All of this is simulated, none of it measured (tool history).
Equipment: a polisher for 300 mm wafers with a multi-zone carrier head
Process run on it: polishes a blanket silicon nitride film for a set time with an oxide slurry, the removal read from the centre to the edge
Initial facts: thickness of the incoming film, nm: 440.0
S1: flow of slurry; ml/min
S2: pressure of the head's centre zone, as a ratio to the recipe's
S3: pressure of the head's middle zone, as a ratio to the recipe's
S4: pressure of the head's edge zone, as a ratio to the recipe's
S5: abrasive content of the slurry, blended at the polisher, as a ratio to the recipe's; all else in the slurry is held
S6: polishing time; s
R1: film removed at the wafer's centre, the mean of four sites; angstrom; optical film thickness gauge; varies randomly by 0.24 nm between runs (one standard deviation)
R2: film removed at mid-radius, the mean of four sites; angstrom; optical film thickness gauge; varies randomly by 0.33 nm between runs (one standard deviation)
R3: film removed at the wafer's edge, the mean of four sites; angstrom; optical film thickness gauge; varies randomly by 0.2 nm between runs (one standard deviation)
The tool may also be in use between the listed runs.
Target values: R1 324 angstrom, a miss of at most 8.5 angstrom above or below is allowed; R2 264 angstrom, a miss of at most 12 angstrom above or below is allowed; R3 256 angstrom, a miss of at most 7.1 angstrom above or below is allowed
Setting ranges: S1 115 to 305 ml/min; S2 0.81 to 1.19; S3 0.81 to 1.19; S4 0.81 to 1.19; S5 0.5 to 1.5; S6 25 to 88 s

run  hour   S1    S2    S3    S4    S5  S6      R1      R2      R3
  1     0  195     1     1     1     1  56  332.89  347.69  360.17
  2   7.8  195     1     1     1   1.2  56  358.23  392.31   391.4
  3  11.5  195     1     1  1.04   1.2  56  362.19   383.7  397.84
  4  17.3  155     1     1  1.04   1.2  56  341.96  375.38  384.35
  5  23.2  170  1.05     1  0.98  1.05  55   341.9  346.04  352.31
  6  25.7  185  1.08  1.01  0.94   0.9  54  322.25  328.15  315.94
  7  29.4  205  1.11  0.98  0.91   0.8  54  312.41  305.06  293.25
  8  34.8  230  1.13  0.94  0.89   0.8  54  325.35  297.94  290.03
  9  38.4  240  1.14  0.92  0.87  0.75  54   319.2  279.02  281.67
 10  43.1  255  1.15  0.92  0.86   0.7  54  311.38  272.35  265.01
 11    46  270  1.19  0.88  0.82   0.7  54  324.54  262.54  263.88
 12  46.6  280  1.19  0.88  0.82   0.7  54  326.52  265.33  266.04
 13  49.3  285  1.19  0.88  0.82   0.7  54  325.11  270.42  266.02
     54.2  -- centre zone pressure recalibrated
 14  54.2  270  1.19  0.89  0.82   0.7  54  360.13  260.94  265.23
 15  60.7  280  1.19  0.89  0.82   0.7  54  359.15  271.11  264.91

Below are 4 possible settings for the next run. Only one of them brings all results inside the allowed miss of their targets. Which is it?
  A  67.2  265  1.16  0.86  0.84   0.7  48   ?   ?   ?
  B  67.2  265  1.02  0.88  0.91   0.7  54   ?   ?   ?
  C  67.2  280  1.11  0.84  0.85  0.85  50   ?   ?   ?
  D  67.2  265  1.14  0.94  0.86  0.85  46   ?   ?   ?

move      R1      R2      R3
   A  309.51   229.2  237.25
   B  305.94  262.96  276.69
   C  349.63  265.41  281.17
   D  328.49  266.38  258.53
A: takes the biggest miss from the last run beyond its target
B: takes the biggest miss from the last run beyond its target
C: closer than the last run, but not yet in spec
D: every result within its allowed miss
Move D is the one to make.
